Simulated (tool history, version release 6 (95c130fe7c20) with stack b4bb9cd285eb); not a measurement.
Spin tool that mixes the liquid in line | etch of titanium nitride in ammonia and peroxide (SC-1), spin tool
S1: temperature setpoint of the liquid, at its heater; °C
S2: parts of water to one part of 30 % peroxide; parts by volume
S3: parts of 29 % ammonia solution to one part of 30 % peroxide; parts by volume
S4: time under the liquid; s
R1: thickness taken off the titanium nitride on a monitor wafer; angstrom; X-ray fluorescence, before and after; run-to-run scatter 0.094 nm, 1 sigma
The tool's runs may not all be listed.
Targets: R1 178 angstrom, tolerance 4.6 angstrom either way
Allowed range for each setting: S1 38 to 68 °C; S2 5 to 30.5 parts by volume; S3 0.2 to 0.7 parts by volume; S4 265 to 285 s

| run | day | S1 | S2 | S3 | S4 | R1 |
|---|---|---|---|---|---|---|
| 1 | 0 | 52 | 17 | 0.4 | 265 | 134.71 |
| 2 | 0.129 | 53 | 17 | 0.4 | 265 | 145 |
| 3 | 0.296 | 54 | 17 | 0.4 | 265 | 153.21 |
| 4 | 0.367 | 54 | 17 | 0.4 | 265 | 153.54 |
| 5 | 0.504 | 60.5 | 17 | 0.4 | 265 | 238.59 |
| 6 | 0.854 | 66 | 17 | 0.4 | 265 | 337.46 |
| 7 | 0.975 | 63.5 | 17 | 0.4 | 265 | 285.59 |
| 8 | 1.1 | 61.5 | 17 | 0.4 | 265 | 255.13 |
| 9 | 1.346 | 60 | 17 | 0.4 | 265 | 229.28 |
| 10 | 1.467 | 59 | 17 | 0.4 | 265 | 215.68 |
| 11 | 1.804 | 58 | 17 | 0.4 | 265 | 201.68 |
| 12 | 1.858 | 57.5 | 17 | 0.4 | 265 | 195.79 |
| 13 | 2.225 | 57 | 17 | 0.4 | 265 | 188.67 |

4 candidate next runs follow, results not yet known. Just one meets every target within its allowed miss. Identify it.
| A | 2.592 | 53 | 14.5 | 0.5 | 275 | ? |
| B | 2.592 | 52 | 13.5 | 0.45 | 285 | ? |
| C | 2.592 | 57 | 19.5 | 0.3 | 265 | ? |
| D | 2.592 | 57 | 20.5 | 0.4 | 280 | ? |

| move | R1 |
|---|---|
| A | 169.44 |
| B | 167.21 |
| C | 165.03 |
| D | 179.08 |
A: moves the result that the last run missed by most past its target, out the other side
B: moves the result that the last run missed by most past its target, out the other side
C: moves the result that the last run missed by most past its target, out the other side
D: hits every target within its allowed miss
Move D is the one to make.
